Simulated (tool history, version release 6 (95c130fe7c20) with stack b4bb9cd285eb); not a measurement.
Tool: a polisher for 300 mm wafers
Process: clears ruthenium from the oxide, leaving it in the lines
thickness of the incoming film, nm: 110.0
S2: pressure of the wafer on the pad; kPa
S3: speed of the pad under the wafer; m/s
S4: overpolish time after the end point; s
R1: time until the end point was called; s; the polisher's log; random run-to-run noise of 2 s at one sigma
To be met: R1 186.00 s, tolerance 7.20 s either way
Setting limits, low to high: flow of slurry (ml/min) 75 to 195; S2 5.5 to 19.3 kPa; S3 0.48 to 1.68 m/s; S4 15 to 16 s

{"run": 1, "hour": 0.0, "flow of slurry (ml/min)": 125, "S2": 12.4, "S3": 1.08, "S4": 15, "R1": 115.81}
{"run": 2, "hour": 3.1, "flow of slurry (ml/min)": 125, "S2": 12.4, "S3": 1.08, "S4": 15, "R1": 117.62}
{"run": 3, "hour": 8.1, "flow of slurry (ml/min)": 125, "S2": 10.3, "S3": 1.08, "S4": 15, "R1": 137.29}
{"run": 4, "hour": 11.8, "flow of slurry (ml/min)": 125, "S2": 10.3, "S3": 1.08, "S4": 16, "R1": 137.95}
{"run": 5, "hour": 14.1, "flow of slurry (ml/min)": 125, "S2": 13.1, "S3": 1.08, "S4": 16, "R1": 110.93}
{"run": 6, "hour": 15.3, "flow of slurry (ml/min)": 125, "S2": 12.4, "S3": 1.08, "S4": 16, "R1": 117.35}
{"run": 7, "hour": 20.6, "flow of slurry (ml/min)": 125, "S2": 11.7, "S3": 1.08, "S4": 16, "R1": 122.69}
{"run": 8, "hour": 27.5, "flow of slurry (ml/min)": 125, "S2": 11.0, "S3": 1.08, "S4": 16, "R1": 130.97}
{"run": 9, "hour": 29.8, "flow of slurry (ml/min)": 125, "S2": 10.3, "S3": 1.08, "S4": 16, "R1": 137.08}
{"run": 10, "hour": 38.8, "flow of slurry (ml/min)": 125, "S2": 9.7, "S3": 1.08, "S4": 16, "R1": 145.42}
{"run": 11, "hour": 39.4, "flow of slurry (ml/min)": 115, "S2": 8.3, "S3": 1.08, "S4": 16, "R1": 163.3}
{"run": 12, "hour": 47.6, "flow of slurry (ml/min)": 105, "S2": 6.2, "S3": 1.08, "S4": 16, "R1": 212.16}
{"run": 13, "hour": 56.0, "flow of slurry (ml/min)": 105, "S2": 6.2, "S3": 1.08, "S4": 16, "R1": 207.17}
{"run": 14, "hour": 59.0, "flow of slurry (ml/min)": 130, "S2": 7.6, "S3": 1.08, "S4": 16, "R1": 170.84}
{"run": 15, "hour": 67.1, "flow of slurry (ml/min)": 120, "S2": 7.6, "S3": 1.08, "S4": 16, "R1": 176.44}
{"run": 16, "hour": 70.8, "flow of slurry (ml/min)": 115, "S2": 7.6, "S3": 1.08, "S4": 16, "R1": 177.68}
{"run": 17, "hour": 77.4, "flow of slurry (ml/min)": 115, "S2": 7.6, "S3": 1.08, "S4": 16, "R1": 177.14}

Below are 5 possible settings for the next run. Only one of them brings all results inside the allowed miss of their targets. Which is it?
{"run": "A", "hour": 84.0, "flow of slurry (ml/min)": 115, "S2": 6.9, "S3": 1.22, "S4": 16, "R1": "?"}
{"run": "B", "hour": 84.0, "flow of slurry (ml/min)": 110, "S2": 10.3, "S3": 0.86, "S4": 15, "R1": "?"}
{"run": "C", "hour": 84.0, "flow of slurry (ml/min)": 155, "S2": 7.6, "S3": 1.1, "S4": 16, "R1": "?"}
{"run": "D", "hour": 84.0, "flow of slurry (ml/min)": 80, "S2": 7.6, "S3": 1.24, "S4": 16, "R1": "?"}
{"run": "E", "hour": 84.0, "flow of slurry (ml/min)": 150, "S2": 6.2, "S3": 1.16, "S4": 16, "R1": "?"}

move=A R1=171.81
move=B R1=170.45
move=C R1=164.79
move=D R1=173.94
move=E R1=184.23
A: the biggest miss grows against the last run
B: the biggest miss grows against the last run
C: the biggest miss grows against the last run
D: the biggest miss grows against the last run
E: in spec on every target
E meets every target.
